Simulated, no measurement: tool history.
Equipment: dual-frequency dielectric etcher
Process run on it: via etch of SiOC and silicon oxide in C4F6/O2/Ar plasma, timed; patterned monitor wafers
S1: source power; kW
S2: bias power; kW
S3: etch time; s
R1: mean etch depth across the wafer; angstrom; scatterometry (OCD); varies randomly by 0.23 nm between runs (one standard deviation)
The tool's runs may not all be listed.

{"run": 1, "hour": 0.0, "S1": 0.34, "S2": 0.225, "S3": 106, "R1": 1234.7}
{"run": 2, "hour": 1.2, "S1": 0.38, "S2": 0.225, "S3": 106, "R1": 1290.2}
{"run": 3, "hour": 10.1, "S1": 0.36, "S2": 0.225, "S3": 106, "R1": 1262.8}
{"run": 4, "hour": 13.4, "S1": 0.34, "S2": 0.221, "S3": 106, "R1": 1232.9}
{"run": 5, "hour": 18.7, "S1": 0.32, "S2": 0.216, "S3": 106, "R1": 1196.8}
{"run": 6, "hour": 26.2, "S1": 0.31, "S2": 0.212, "S3": 106, "R1": 1177.4}

What does the tool deliver on the next run?
{"run": 7, "hour": 32.7, "S1": 0.31, "S2": 0.212, "S3": 106, "R1": "?"}

{"run 7": {"R1": 1181.4}}
